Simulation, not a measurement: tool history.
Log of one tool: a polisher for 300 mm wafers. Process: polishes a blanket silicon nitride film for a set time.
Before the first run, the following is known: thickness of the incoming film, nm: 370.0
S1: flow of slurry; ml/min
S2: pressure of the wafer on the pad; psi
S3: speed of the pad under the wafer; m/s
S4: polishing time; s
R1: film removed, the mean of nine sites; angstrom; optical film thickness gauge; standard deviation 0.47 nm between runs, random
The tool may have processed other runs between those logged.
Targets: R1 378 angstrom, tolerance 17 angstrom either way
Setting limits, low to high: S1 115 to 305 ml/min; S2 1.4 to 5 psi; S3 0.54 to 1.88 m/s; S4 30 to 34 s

run	day	S1	S2	S3	S4	R1
1	0	195	3.2	1.2	34	518.8
2	0.083	155	3.2	1.2	34	502.8
3	0.417	155	3	1.2	34	464.87
4	0.612	115	3	1.2	34	460.29
5	0.712	115	2.9	1.2	34	433.45
6	0.946	115	2.9	1.34	34	479.94
7	1.104	115	2.8	1.34	34	461.52
8	1.258	115	2.8	1.34	34	454.61
9	1.612	115	2.1	1.32	34	357.39

Exactly one of the 4 candidate moves below puts every result within its allowed miss. Which one?
A	1.967	155	2.7	1.2	30	?
B	1.967	115	2.2	1.36	32	?
C	1.967	115	2	1.42	32	?
D	1.967	115	2.4	1.28	30	?

move	R1
A	371.42
B	346.98
C	327.93
D	336.85
A: each result inside its tolerance
B: its largest miss is bigger than the last run's
C: its largest miss is bigger than the last run's
D: its largest miss is bigger than the last run's
Move A is the one to make.
